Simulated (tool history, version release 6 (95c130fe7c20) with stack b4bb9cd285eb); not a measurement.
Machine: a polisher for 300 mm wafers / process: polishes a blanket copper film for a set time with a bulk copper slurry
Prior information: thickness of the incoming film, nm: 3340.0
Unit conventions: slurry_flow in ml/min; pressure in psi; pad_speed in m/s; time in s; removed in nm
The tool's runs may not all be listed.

run	hour	slurry_flow	pressure	pad_speed	slurry_solids	time	removed
1	0	315	2.4	1.32	1	83	1008.4
2	7.6	315	2.4	1.32	1.1	83	1016.8
3	11.6	315	2.3	1.32	1.1	83	977.82
4	19.3	315	2.2	1.32	1.1	83	940.85
5	20.4	355	2.2	1.32	1.1	83	966.28
6	24.1	350	2.1	1.32	1.1	83	928.19
7	24.8	345	2	1.32	1.1	83	879.32
8	32.4	340	2	1.32	1.1	83	873.85
9	34.8	335	2	1.32	1.1	83	860.67
10	36.6	325	2	1.32	1.1	83	865.75
11	44.4	320	2	1.32	1.1	83	882.34
12	45.7	320	1.9	1.32	1.1	83	826.33
13	46.9	315	1.9	1.32	1.1	83	819.7
14	49.5	310	1.9	1.32	1.1	83	817.36
15	57.6	305	1.9	1.32	1.1	83	824.28
16	62.2	300	1.9	1.32	1.1	83	817.54

Expected results for the next run?
17	67.1	295	1.9	1.32	1.1	83	?

removed: 826.51 nm
